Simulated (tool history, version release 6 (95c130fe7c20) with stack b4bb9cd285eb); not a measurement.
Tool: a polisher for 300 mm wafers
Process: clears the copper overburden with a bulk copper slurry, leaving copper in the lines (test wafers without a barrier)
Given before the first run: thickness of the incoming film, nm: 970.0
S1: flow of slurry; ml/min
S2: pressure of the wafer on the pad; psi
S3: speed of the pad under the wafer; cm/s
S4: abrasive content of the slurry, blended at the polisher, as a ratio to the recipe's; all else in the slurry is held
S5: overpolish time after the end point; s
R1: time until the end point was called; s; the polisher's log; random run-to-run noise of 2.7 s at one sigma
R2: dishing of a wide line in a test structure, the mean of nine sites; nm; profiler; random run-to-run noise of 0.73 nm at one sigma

{"run": 1, "hour": 0.0, "S1": 130, "S2": 2.5, "S3": 126, "S4": 1, "S5": 22, "R1": 77.187, "R2": 121.68}
{"run": 2, "hour": 6.8, "S1": 130, "S2": 2.3, "S3": 124, "S4": 1, "S5": 20, "R1": 87.336, "R2": 108.39}
{"run": 3, "hour": 13.7, "S1": 130, "S2": 2.1, "S3": 124, "S4": 1, "S5": 18, "R1": 95.549, "R2": 99.317}
{"run": 4, "hour": 19.4, "S1": 130, "S2": 2, "S3": 122, "S4": 1, "S5": 16, "R1": 104.3, "R2": 84.291}
{"run": 5, "hour": 20.4, "S1": 130, "S2": 2, "S3": 122, "S4": 1.1, "S5": 16, "R1": 100.76, "R2": 85.356}
{"run": 6, "hour": 23.6, "S1": 130, "S2": 1.9, "S3": 120, "S4": 1.1, "S5": 15, "R1": 107.72, "R2": 79.198}
{"run": 7, "hour": 31.5, "S1": 130, "S2": 1.8, "S3": 118, "S4": 1.1, "S5": 14, "R1": 116.51, "R2": 70.418}

What does the tool deliver on the next run?
{"run": 8, "hour": 35.4, "S1": 130, "S2": 1.7, "S3": 118, "S4": 1.1, "S5": 14, "R1": "?", "R2": "?"}

R1: 117.17 s
R2: 68.178 nm

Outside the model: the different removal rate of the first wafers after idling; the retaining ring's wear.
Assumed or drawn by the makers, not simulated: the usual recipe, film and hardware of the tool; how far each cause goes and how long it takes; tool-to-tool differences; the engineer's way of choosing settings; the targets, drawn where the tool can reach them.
